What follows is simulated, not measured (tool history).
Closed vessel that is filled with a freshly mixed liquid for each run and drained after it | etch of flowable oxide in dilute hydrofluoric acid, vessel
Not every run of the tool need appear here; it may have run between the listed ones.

run    day  temperature setpoint of the liquid (K)  parts of water to one part of 49 % hydrofluoric acid (parts by volume)  time in the liquid (s)  thickness taken off the flowable oxide on a monitor wafer (angstrom)
  1  0.000                                  293.15                                                                     120                      95                                                                315.98
  2  0.146                                  293.15                                                                     135                      95                                                                272.73
  3  0.304                                  294.15                                                                     135                      95                                                                284.59
  4  0.412                                  295.65                                                                     135                      95                                                                299.75
  5  0.762                                  295.65                                                                     170                      95                                                                232.91
  6  0.988                                  295.65                                                                     170                     105                                                                256.85
  7  1.242                                  295.65                                                                     170                     105                                                                256.20

Estimate the outcome of run 8 from the log above:
  8  1.433                                  299.65                                                                     150                     105                                                                     ?

{"run 8": {"thickness taken off the flowable oxide on a monitor wafer (angstrom)": 348.12}}
